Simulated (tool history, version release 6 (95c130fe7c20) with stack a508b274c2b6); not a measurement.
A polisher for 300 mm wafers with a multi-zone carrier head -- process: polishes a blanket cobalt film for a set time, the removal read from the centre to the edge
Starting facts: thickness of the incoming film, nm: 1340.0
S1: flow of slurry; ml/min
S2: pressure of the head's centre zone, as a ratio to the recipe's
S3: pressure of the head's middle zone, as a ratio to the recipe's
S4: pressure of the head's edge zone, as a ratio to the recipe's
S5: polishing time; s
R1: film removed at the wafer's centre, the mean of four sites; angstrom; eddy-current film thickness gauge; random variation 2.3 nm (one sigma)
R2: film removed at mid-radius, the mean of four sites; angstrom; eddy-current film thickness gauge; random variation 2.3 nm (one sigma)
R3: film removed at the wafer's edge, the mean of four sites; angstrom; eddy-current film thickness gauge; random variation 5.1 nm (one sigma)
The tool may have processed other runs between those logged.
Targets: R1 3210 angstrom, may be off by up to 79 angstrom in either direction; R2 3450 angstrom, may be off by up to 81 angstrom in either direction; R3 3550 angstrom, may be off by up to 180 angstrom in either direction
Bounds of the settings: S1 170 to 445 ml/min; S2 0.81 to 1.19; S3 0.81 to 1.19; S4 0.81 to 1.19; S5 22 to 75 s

run  hour   S1    S2    S3    S4  S5      R1      R2      R3
  1     0  285     1     1     1  48  2722.2  2592.9  2632.7
  2   0.5  285     1     1  1.06  48  2703.9  2580.8  2717.9
  3   2.2  290     1  1.03   1.1  51  2877.5  2804.3  2927.8
  4   7.2  290     1  1.03  1.06  51    2937  2831.5  2922.5
  5    15  305  0.99  1.06   1.1  52  2987.6  2967.6  3103.3
  6  22.1  305  0.99  1.06   1.1  62  3514.7  3568.2  3611.5
  7  25.3  285  0.97  1.06  1.11  62    3470    3516  3620.4
  8    27  260  0.88  1.06  1.09  62  3100.1  3438.5  3586.3

Pick the move, out of 5, that brings all results within their allowed miss; only one does.
  A  28.7  290  0.86  1.04  1.09  61   ?   ?   ?
  B  28.7  290  0.84  1.07   1.1  60   ?   ?   ?
  C  28.7  205  0.88  1.04   1.1  63   ?   ?   ?
  D  28.7  320  0.97  1.12  1.19  58   ?   ?   ?
  E  28.7  280  0.86  1.05  1.18  61   ?   ?   ?

move      R1      R2      R3
   A  3035.8    3392  3572.3
   B    2929  3418.4  3528.6
   C  3031.5    3340  3576.1
   D  3231.2  3469.3  3577.8
   E  3022.8  3405.7  3709.1
A: its largest miss is bigger than the last run's
B: its largest miss is bigger than the last run's
C: its largest miss is bigger than the last run's
D: all results land within tolerance of their targets
E: its largest miss is bigger than the last run's
Move D is the one to make.

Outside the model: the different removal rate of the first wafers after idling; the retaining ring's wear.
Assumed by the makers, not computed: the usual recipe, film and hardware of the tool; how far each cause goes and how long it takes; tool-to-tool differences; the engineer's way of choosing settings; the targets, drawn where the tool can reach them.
